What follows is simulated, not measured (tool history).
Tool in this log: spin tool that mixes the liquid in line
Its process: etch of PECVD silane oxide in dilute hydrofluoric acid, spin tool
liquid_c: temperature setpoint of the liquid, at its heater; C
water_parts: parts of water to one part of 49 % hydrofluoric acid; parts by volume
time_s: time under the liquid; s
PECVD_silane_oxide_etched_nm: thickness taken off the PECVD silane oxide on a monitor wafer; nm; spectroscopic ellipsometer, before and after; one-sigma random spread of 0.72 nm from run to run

run	hour	liquid_c	water_parts	time_s	PECVD_silane_oxide_etched_nm
1	0	24	95	190	112.39
2	3.8	20.5	95	190	96.666
3	5.3	20.5	130	190	67.915
4	13.8	20.5	110	190	82.276
5	17.4	20.5	135	190	66.143
6	25.7	18.5	135	190	59.837
7	33.7	22.5	125	190	77.64
8	42.4	25.5	120	190	91.376
9	51.4	27.5	115	190	103.06
10	56.9	29	115	190	109.79
11	65.2	30	115	190	113.66
12	68.8	30.5	115	190	115.68
13	72.7	31	115	190	117.9

Forecast run 14:
14	75.9	31.5	115	190	?

For run 14 the tool returned PECVD_silane_oxide_etched_nm 119.82 nm.
